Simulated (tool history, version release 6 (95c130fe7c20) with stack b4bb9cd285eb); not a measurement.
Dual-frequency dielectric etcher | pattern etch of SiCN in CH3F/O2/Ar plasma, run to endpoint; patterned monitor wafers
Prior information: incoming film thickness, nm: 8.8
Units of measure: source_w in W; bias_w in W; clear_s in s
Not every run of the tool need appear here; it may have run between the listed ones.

run,hour,source_w,bias_w,clear_s
1,0.0,280,79,25.486
2,2.4,280,71,26.554
3,7.0,240,71,28.386
4,14.7,240,57,30.935
5,15.8,200,57,33.192
6,24.6,230,57,31.638
7,33.6,260,63,28.995

Run 8 comes next. What will it give?
8,40.6,320,79,?

clear_s: 23.618 s

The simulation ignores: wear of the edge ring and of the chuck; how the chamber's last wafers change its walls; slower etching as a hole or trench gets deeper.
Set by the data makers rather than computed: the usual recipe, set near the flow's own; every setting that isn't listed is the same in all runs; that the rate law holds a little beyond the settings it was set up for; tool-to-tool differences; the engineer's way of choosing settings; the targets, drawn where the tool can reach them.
